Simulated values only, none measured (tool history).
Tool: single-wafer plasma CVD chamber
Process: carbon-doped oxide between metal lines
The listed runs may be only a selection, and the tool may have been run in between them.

run,hour,heater temperature setpoint (K),chamber pressure (Pa),RF power (kW),deposition time (s),mean film thickness on the monitor wafer (Å)
1,0,643.15,877,0.565,22,1204.8
2,5.1,640.15,912,0.59,22,1234.9
3,13,640.15,912,0.63,22,1286.5
4,21.6,640.15,912,0.67,22,1321
5,29.7,640.15,912,0.67,20.9,1249.5
6,30.9,638.15,936,0.69,21,1285.2
7,38.1,637.15,941,0.705,21.1,1313.6
8,39.9,636.15,953,0.715,21.1,1324.2
9,44.8,635.15,960,0.725,21.1,1326.4

Expected results for the next run?
10,48.3,635.15,960,0.73,21.2,?

mean film thickness on the monitor wafer (Å): 1337

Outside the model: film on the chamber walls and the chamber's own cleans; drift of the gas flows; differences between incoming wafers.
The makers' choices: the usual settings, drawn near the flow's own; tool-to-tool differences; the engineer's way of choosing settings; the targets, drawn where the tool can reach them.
